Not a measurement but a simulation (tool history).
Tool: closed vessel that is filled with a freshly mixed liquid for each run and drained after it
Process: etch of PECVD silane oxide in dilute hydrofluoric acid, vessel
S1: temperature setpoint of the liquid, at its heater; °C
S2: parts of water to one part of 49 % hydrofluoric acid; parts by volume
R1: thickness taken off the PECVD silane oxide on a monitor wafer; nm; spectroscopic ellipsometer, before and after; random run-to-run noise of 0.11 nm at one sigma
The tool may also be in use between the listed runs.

run 1 hour=0.0 | S1=25.0 S2=130 time_in_the_liquid_(s)=100 | R1=13.125
run 2 hour=8.0 | S1=25.0 S2=160 time_in_the_liquid_(s)=100 | R1=10.295
run 3 hour=11.4 | S1=27.0 S2=160 time_in_the_liquid_(s)=100 | R1=11.109
run 4 hour=14.2 | S1=27.0 S2=160 time_in_the_liquid_(s)=110 | R1=12.249
run 5 hour=19.8 | S1=28.5 S2=160 time_in_the_liquid_(s)=110 | R1=12.970
run 6 hour=28.6 | S1=28.5 S2=130 time_in_the_liquid_(s)=110 | R1=16.461

Run 7 is up next; what results do you expect?
run 7 hour=29.6 | S1=28.0 S2=130 time_in_the_liquid_(s)=110 | R1=?

R1: 16.153 nm
